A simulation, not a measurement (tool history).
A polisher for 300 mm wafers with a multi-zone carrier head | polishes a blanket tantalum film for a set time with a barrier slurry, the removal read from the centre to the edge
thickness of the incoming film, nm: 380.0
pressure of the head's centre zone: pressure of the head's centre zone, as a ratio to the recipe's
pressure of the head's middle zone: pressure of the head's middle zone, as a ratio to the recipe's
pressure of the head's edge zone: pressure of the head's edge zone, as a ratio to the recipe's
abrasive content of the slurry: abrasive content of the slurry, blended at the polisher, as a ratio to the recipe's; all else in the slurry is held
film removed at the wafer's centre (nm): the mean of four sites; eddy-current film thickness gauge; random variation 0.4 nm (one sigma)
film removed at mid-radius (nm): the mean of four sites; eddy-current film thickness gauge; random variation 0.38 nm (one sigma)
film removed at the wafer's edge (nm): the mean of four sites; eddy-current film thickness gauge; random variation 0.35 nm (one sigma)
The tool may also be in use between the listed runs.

run	hour	flow of slurry (ml/min)	pressure of the head's centre zone	pressure of the head's middle zone	pressure of the head's edge zone	abrasive content of the slurry	polishing time (s)	film removed at the wafer's centre (nm)	film removed at mid-radius (nm)	film removed at the wafer's edge (nm)
1	0.0	250	1.00	1.00	1.00	1.00	34	83.067	86.798	83.519
2	4.9	250	1.00	1.00	0.96	1.00	34	82.638	87.311	81.797
3	8.4	305	1.00	1.00	0.96	1.00	34	83.938	88.954	83.572
4	14.3	285	1.00	1.00	0.96	1.00	34	84.911	88.087	83.672
5	18.3	275	0.99	0.97	0.95	0.90	31	74.338	74.929	73.791
6	22.3	275	0.99	0.97	0.95	0.90	24	57.763	58.199	57.124
7	30.1	265	0.98	0.95	0.93	0.85	23	53.822	54.756	52.671
8	38.8	265	0.97	0.93	0.93	0.80	23	51.616	53.605	52.021
9	45.8	265	0.97	0.93	0.93	0.80	23	51.768	52.673	52.118
10	46.7	260	0.97	0.91	0.93	0.75	23	50.074	51.710	50.456
11	53.8	260	0.97	0.91	0.93	0.75	23	50.061	50.691	51.702
12	57.5	255	0.98	0.89	0.91	0.70	23	49.758	49.499	49.384
13	58.8	250	0.99	0.88	0.92	0.65	23	49.033	47.221	48.121
14	64.1	240	0.99	0.87	0.92	0.60	23	47.194	46.060	46.793

The next listed run, before its measurement:
15	65.4	230	0.99	0.86	0.93	0.60	23	?	?	?

Run 15 gave film removed at the wafer's centre (nm) 47.838, film removed at mid-radius (nm) 44.703, film removed at the wafer's edge (nm) 47.069.

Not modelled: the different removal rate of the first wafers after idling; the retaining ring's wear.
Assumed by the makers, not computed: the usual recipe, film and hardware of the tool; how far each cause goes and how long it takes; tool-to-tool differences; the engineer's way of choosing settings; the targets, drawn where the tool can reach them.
